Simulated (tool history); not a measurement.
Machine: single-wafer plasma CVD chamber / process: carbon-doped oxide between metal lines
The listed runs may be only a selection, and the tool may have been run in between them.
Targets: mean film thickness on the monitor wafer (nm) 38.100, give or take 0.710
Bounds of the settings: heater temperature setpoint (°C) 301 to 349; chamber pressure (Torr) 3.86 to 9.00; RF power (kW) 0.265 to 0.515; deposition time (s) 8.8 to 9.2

run    day  heater temperature setpoint (°C)  chamber pressure (Torr)  RF power (kW)  deposition time (s)  mean film thickness on the monitor wafer (nm)
  1  0.000                               325                     6.43          0.390                  9.2                                         45.670
  2  0.067                               325                     5.66          0.390                  9.2                                         45.034
  3  0.196                               330                     5.33          0.375                  9.2                                         42.617
  4  0.492                               334                     5.06          0.365                  9.2                                         40.687
  5  0.725                               337                     4.92          0.365                  9.2                                         39.891
  6  0.992                               339                     4.84          0.365                  9.2                                         39.842
  7  1.042                               344                     4.58          0.345                  9.2                                         37.294
     1.321  -- RF generator calibrated
  8  1.321                               340                     4.77          0.350                  9.2                                         40.444
  9  1.483                               342                     4.60          0.350                  9.2                                         40.079

Pick the move, out of 4, that brings all results within their allowed miss; only one does.
  A  1.646                               340                     4.79          0.350                  9.2                                              ?
  B  1.646                               343                     4.07          0.320                  9.2                                              ?
  C  1.646                               343                     4.51          0.325                  8.9                                              ?
  D  1.646                               343                     4.37          0.355                  8.8                                              ?

move  mean film thickness on the monitor wafer (nm)
   A                                         40.196
   B                                         36.438
   C                                         36.122
   D                                         38.059
A: further off than the last run
B: moves the result that the last run missed by most past its target, out the other side
C: moves the result that the last run missed by most past its target, out the other side
D: all results land within tolerance of their targets
Answer: D
